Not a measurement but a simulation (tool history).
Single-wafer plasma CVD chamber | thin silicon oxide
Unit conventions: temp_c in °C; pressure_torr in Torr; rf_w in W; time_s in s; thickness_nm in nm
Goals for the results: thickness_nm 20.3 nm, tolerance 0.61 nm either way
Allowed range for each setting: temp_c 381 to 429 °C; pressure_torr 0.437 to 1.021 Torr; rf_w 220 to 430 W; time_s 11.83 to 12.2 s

Run 1, day 0: temp_c 405 °C, pressure_torr 0.729 Torr, rf_w 325 W, time_s 11.83 s. Result: thickness_nm 22.063 nm.
Run 2, day 0.3: temp_c 405 °C, pressure_torr 0.729 Torr, rf_w 325 W, time_s 11.83 s. Result: thickness_nm 22.158 nm.
Run 3, day 0.475: temp_c 405 °C, pressure_torr 0.721 Torr, rf_w 325 W, time_s 11.83 s. Result: thickness_nm 21.855 nm.
Run 4, day 0.629: temp_c 405 °C, pressure_torr 0.714 Torr, rf_w 325 W, time_s 11.83 s. Result: thickness_nm 21.635 nm.
Run 5, day 0.929: temp_c 405 °C, pressure_torr 0.708 Torr, rf_w 325 W, time_s 11.83 s. Result: thickness_nm 21.579 nm.
Run 6, day 0.983: temp_c 405 °C, pressure_torr 0.702 Torr, rf_w 325 W, time_s 11.83 s. Result: thickness_nm 21.426 nm.
Run 7, day 1.075: temp_c 405 °C, pressure_torr 0.697 Torr, rf_w 325 W, time_s 11.83 s. Result: thickness_nm 21.162 nm.
Run 8, day 1.221: temp_c 405 °C, pressure_torr 0.693 Torr, rf_w 325 W, time_s 11.83 s. Result: thickness_nm 21.228 nm.

Which of these 4 next moves meets every target?
Run A, day 1.367: temp_c 398 °C, pressure_torr 0.749 Torr, rf_w 300 W, time_s 12.19 s. Result: thickness_nm ?.
Run B, day 1.367: temp_c 400 °C, pressure_torr 0.584 Torr, rf_w 345 W, time_s 12.1 s. Result: thickness_nm ?.
Run C, day 1.367: temp_c 413 °C, pressure_torr 0.646 Torr, rf_w 310 W, time_s 11.83 s. Result: thickness_nm ?.
Run D, day 1.367: temp_c 420 °C, pressure_torr 0.659 Torr, rf_w 360 W, time_s 11.83 s. Result: thickness_nm ?.

move  thickness_nm
   A        23.171
   B        18.548
   C        19.383
   D        20.457
A: further off than the last run
B: pushes the last run's worst result past its target
C: pushes the last run's worst result past its target
D: meets every target
Move D is the one to make.
